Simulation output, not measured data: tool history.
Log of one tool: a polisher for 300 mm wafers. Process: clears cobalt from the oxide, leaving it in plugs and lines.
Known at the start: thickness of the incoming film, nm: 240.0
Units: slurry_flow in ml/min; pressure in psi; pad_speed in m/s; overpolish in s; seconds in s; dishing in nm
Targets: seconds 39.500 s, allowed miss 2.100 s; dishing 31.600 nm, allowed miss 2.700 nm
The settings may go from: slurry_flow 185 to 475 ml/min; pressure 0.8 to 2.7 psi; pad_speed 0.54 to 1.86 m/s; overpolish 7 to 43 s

Run 1, hour 0.0: slurry_flow 305 ml/min, pressure 1.7 psi, pad_speed 1.18 m/s, overpolish 22 s. Result: seconds 47.258 s, dishing 44.703 nm.
Run 2, hour 1.6: slurry_flow 305 ml/min, pressure 1.3 psi, pad_speed 1.18 m/s, overpolish 22 s. Result: seconds 61.067 s, dishing 41.323 nm.
Run 3, hour 6.4: slurry_flow 305 ml/min, pressure 1.5 psi, pad_speed 1.22 m/s, overpolish 17 s. Result: seconds 50.687 s, dishing 41.282 nm.
Run 4, hour 15.3: slurry_flow 310 ml/min, pressure 1.6 psi, pad_speed 1.24 m/s, overpolish 14 s. Result: seconds 48.623 s, dishing 38.050 nm.
Run 5, hour 19.7: slurry_flow 310 ml/min, pressure 1.2 psi, pad_speed 1.24 m/s, overpolish 14 s. Result: seconds 60.412 s, dishing 34.682 nm.
Run 6, hour 25.4: slurry_flow 360 ml/min, pressure 1.3 psi, pad_speed 1.34 m/s, overpolish 12 s. Result: seconds 52.914 s, dishing 34.861 nm.
Run 7, hour 29.9: slurry_flow 360 ml/min, pressure 1.3 psi, pad_speed 1.34 m/s, overpolish 12 s. Result: seconds 53.538 s, dishing 32.729 nm.
Run 8, hour 32.3: slurry_flow 375 ml/min, pressure 1.4 psi, pad_speed 1.36 m/s, overpolish 10 s. Result: seconds 49.495 s, dishing 32.087 nm.
Run 9, hour 36.4: slurry_flow 380 ml/min, pressure 1.5 psi, pad_speed 1.38 m/s, overpolish 9 s. Result: seconds 45.667 s, dishing 30.507 nm.
Run 10, hour 42.2: slurry_flow 380 ml/min, pressure 1.8 psi, pad_speed 1.40 m/s, overpolish 11 s. Result: seconds 38.853 s, dishing 38.126 nm.
Run 11, hour 47.9: slurry_flow 385 ml/min, pressure 1.4 psi, pad_speed 1.58 m/s, overpolish 7 s. Result: seconds 44.468 s, dishing 28.294 nm.

4 next moves are on the table. One of them brings every result within its allowed miss. Which?
Run A, hour 53.6: slurry_flow 330 ml/min, pressure 1.2 psi, pad_speed 1.56 m/s, overpolish 11 s. Result: seconds ?, dishing ?.
Run B, hour 53.6: slurry_flow 365 ml/min, pressure 1.2 psi, pad_speed 1.86 m/s, overpolish 7 s. Result: seconds ?, dishing ?.
Run C, hour 53.6: slurry_flow 380 ml/min, pressure 1.4 psi, pad_speed 1.20 m/s, overpolish 10 s. Result: seconds ?, dishing ?.
Run D, hour 53.6: slurry_flow 475 ml/min, pressure 1.7 psi, pad_speed 1.46 m/s, overpolish 8 s. Result: seconds ?, dishing ?.

move  seconds  dishing
   A   49.846   33.027
   B   42.476   27.567
   C   54.547   29.572
   D   39.132   31.551
A: further off than the last run
B: nearer than the last run, and not there yet
C: further off than the last run
D: meets every target
The right move is D.
